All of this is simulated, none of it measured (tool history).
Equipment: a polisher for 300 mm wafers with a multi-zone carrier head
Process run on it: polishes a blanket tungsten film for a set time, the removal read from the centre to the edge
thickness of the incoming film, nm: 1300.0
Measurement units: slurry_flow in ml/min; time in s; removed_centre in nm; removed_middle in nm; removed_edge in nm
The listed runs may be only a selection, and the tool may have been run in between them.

run  hour  slurry_flow  centre_zone  middle_zone  edge_zone  slurry_solids  time  removed_centre  removed_middle  removed_edge
  1   0.0          320         1.00         1.00       1.00           1.00    49          384.69          384.25        377.32
  2   5.1          320         1.01         0.99       0.98           0.90    48          366.39          365.91        347.55
  3  11.1          320         1.01         0.96       0.97           0.85    48          363.11          350.91        348.69
  4  14.3          320         1.01         0.96       0.89           0.85    48          360.49          338.76        345.03
  5  19.0          320         1.02         0.96       0.89           0.80    47          354.71          329.34        332.11
  6  20.2          320         1.02         0.96       0.89           0.80    37          278.46          262.57        258.63
  7  22.4          325         1.03         0.96       0.89           0.85    37          282.80          265.78        263.41

Forecast run 8:
  8  25.1          325         1.04         0.96       0.89           0.85    37               ?               ?             ?

Run 8 measured removed_centre 285.47 nm, removed_middle 267.63 nm, removed_edge 264.20 nm.

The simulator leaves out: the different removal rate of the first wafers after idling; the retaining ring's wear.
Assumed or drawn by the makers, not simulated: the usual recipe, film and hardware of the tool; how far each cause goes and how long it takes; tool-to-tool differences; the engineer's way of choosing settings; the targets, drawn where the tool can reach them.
